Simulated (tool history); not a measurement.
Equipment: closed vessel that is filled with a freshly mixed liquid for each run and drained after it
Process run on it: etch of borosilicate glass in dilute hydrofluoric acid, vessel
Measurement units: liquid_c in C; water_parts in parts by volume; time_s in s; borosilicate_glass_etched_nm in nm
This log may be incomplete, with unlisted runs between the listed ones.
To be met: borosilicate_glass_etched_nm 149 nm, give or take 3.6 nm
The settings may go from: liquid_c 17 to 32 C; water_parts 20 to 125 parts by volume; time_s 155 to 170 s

run,day,liquid_c,water_parts,time_s,borosilicate_glass_etched_nm
1,0,24,70,155,60.076
2,0.2,26.5,70,155,65.893
3,0.283,26.5,60,155,77.912
4,0.546,26.5,80,155,57.341
5,0.708,23,80,155,49.935
6,0.838,23,100,155,39.153
7,1.021,24.5,85,155,49.004
8,1.171,25.5,75,155,58.829
9,1.492,26.5,65,155,71.525
10,1.567,27.5,60,155,81.498
11,1.75,28,55,155,90.54
12,1.875,28.5,50,155,102.99
13,2.008,29,50,155,104.14
14,2.104,29.5,50,155,107.37
15,2.254,29.5,50,155,107.54
16,2.317,30,50,155,109.97
17,2.446,30.5,50,155,111.77

Pick the move, out of 5, that brings all results within their allowed miss; only one does.
A,2.575,29.5,40,170,?
B,2.575,30.5,40,155,?
C,2.575,26,55,155,?
D,2.575,32,40,170,?
E,2.575,28.5,55,155,?

move,borosilicate_glass_etched_nm
A,149.29
B,141.52
C,84.286
D,164.45
E,92.963
A: all results land within tolerance of their targets
B: better than the last run, though not everything is in spec
C: further off than the last run
D: pushes the last run's worst result past its target
E: further off than the last run
Move A is the one to make.

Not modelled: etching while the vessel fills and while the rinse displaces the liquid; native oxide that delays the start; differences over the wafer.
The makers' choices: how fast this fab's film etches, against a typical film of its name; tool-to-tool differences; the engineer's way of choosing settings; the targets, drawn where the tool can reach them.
